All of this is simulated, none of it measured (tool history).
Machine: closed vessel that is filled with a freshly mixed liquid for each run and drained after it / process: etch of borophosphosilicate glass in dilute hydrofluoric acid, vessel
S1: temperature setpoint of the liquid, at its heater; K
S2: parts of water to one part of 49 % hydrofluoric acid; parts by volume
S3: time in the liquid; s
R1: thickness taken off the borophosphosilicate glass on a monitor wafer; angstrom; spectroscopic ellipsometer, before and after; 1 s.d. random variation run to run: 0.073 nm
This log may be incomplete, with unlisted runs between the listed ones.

Run 1, hour 0.0: S1 297.15 K, S2 200 parts by volume, S3 30 s. Result: R1 51.767 angstrom.
Run 2, hour 2.5: S1 299.65 K, S2 185 parts by volume, S3 30 s. Result: R1 62.838 angstrom.
Run 3, hour 10.8: S1 301.15 K, S2 175 parts by volume, S3 30 s. Result: R1 70.382 angstrom.
Run 4, hour 14.8: S1 302.65 K, S2 170 parts by volume, S3 30 s. Result: R1 77.735 angstrom.
Run 5, hour 23.1: S1 302.65 K, S2 170 parts by volume, S3 30 s. Result: R1 76.533 angstrom.
Run 6, hour 24.7: S1 302.65 K, S2 200 parts by volume, S3 30 s. Result: R1 63.078 angstrom.

Predict the results of run 7:
Run 7, hour 27.7: S1 302.65 K, S2 200 parts by volume, S3 30 s. Result: R1 ?.

R1: 62.776 angstrom

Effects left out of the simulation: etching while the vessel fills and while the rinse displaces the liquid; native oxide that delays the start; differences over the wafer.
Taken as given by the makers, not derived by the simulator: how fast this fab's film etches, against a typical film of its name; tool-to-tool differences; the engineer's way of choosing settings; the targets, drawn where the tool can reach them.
